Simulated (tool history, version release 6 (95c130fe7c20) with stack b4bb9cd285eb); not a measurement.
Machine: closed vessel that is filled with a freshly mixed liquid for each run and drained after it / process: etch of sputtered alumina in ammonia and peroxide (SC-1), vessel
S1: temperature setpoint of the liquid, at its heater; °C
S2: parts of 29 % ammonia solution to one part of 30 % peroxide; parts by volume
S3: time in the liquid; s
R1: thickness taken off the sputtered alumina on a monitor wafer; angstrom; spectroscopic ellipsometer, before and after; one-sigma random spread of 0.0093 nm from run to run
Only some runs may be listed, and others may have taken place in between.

{"run": 1, "hour": 0.0, "S1": 48, "S2": 0.95, "S3": 100, "R1": 36.133}
{"run": 2, "hour": 8.8, "S1": 46, "S2": 0.8, "S3": 95, "R1": 30.179}
{"run": 3, "hour": 12.6, "S1": 44.5, "S2": 0.75, "S3": 95, "R1": 27.433}
{"run": 4, "hour": 14.7, "S1": 43, "S2": 0.7, "S3": 95, "R1": 25.029}
{"run": 5, "hour": 20.5, "S1": 43, "S2": 0.7, "S3": 100, "R1": 26.463}
{"run": 6, "hour": 28.1, "S1": 42, "S2": 0.6, "S3": 95, "R1": 23.507}
{"hour": 35.8, "done": "ammonia flow meter replaced"}
{"run": 7, "hour": 35.8, "S1": 41, "S2": 0.55, "S3": 95, "R1": 21.896}
{"run": 8, "hour": 40.4, "S1": 40.5, "S2": 0.5, "S3": 95, "R1": 21.36}
{"run": 9, "hour": 41.4, "S1": 40, "S2": 0.5, "S3": 95, "R1": 20.51}
{"run": 10, "hour": 47.1, "S1": 39.5, "S2": 0.45, "S3": 95, "R1": 19.807}

Estimate the outcome of run 11 from the log above:
{"run": 11, "hour": 50.7, "S1": 39, "S2": 0.45, "S3": 95, "R1": "?"}

R1: 19.084 angstrom
